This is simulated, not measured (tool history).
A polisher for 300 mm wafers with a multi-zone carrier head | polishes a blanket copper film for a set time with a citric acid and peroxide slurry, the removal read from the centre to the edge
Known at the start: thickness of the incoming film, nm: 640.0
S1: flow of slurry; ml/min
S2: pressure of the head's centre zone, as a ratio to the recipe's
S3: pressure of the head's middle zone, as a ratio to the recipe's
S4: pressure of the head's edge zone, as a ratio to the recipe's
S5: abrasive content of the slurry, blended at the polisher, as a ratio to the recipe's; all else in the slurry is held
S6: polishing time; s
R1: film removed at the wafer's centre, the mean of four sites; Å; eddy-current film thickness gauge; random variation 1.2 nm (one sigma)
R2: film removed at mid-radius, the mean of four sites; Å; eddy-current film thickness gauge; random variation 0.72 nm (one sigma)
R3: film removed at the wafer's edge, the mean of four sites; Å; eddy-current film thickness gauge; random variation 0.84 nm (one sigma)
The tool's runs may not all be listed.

run    day   S1    S2    S3    S4    S5  S6      R1      R2      R3
  1      0  205     1     1     1     1  89  1851.5  1972.8  1900.5
  2  0.117  205     1     1  1.05     1  89  1860.5  1969.9  1945.1
  3  0.433  205     1     1  1.05   1.1  89  1932.3  1988.8    2001
  4  0.692  205     1     1  1.05   1.1  81  1771.3  1818.5  1793.3
  5  0.996  205  1.01  0.97     1  0.95  75  1594.2  1603.5  1610.1
  6  1.354  205  1.01  0.97     1   1.1  75  1648.9  1648.7  1632.8
  7   1.65  205  1.02  0.96  0.96  0.95  70  1537.2  1478.5  1478.7
  8  1.833  200  1.01  0.97  0.93  0.85  67  1412.6  1392.1  1371.2
  9  1.867  200  1.01  0.97  0.93  0.85  67  1412.2  1398.9  1373.3
 10  1.983  195  1.01  0.97   0.9  0.75  65  1355.8  1329.2  1286.5

The next listed run, before its measurement:
 11  2.079  185   1  0.97  0.88  0.7  65   ?   ?   ?

Run 11 gave R1 1287.1 Å, R2 1293.5 Å, R3 1263.3 Å.
